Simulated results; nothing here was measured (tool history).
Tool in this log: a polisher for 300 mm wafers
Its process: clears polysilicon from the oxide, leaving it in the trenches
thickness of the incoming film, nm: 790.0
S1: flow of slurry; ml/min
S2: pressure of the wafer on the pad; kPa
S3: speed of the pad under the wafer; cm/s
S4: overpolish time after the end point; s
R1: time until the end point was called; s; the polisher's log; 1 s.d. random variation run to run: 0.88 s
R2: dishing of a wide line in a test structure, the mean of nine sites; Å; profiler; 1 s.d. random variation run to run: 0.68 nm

run  hour   S1    S2   S3  S4      R1      R2
  1   0.0  310  12.4  100  15  82.949  562.74
  2   3.6  250  12.4  100  15  85.481  577.70
  3   4.7  250  14.5  100  15  72.300  579.66
  4   9.7  275  14.5   98  14  72.650  555.74
  5  12.3  295  14.5   96  13  75.402  557.92
  6  19.2  315  15.2   94  12  72.034  549.30
  7  25.5  335  15.2   92  11  74.420  511.87
  8  32.9  425  15.9   92   4  69.043  340.26
  9  33.5  415  15.9   92   4  70.658  342.84

Run 10 has not been measured yet. What should we expect?
 10  41.8  405  15.9  92   4   ?   ?

{"run 10": {"R1": 67.735, "R2": 339.77}}
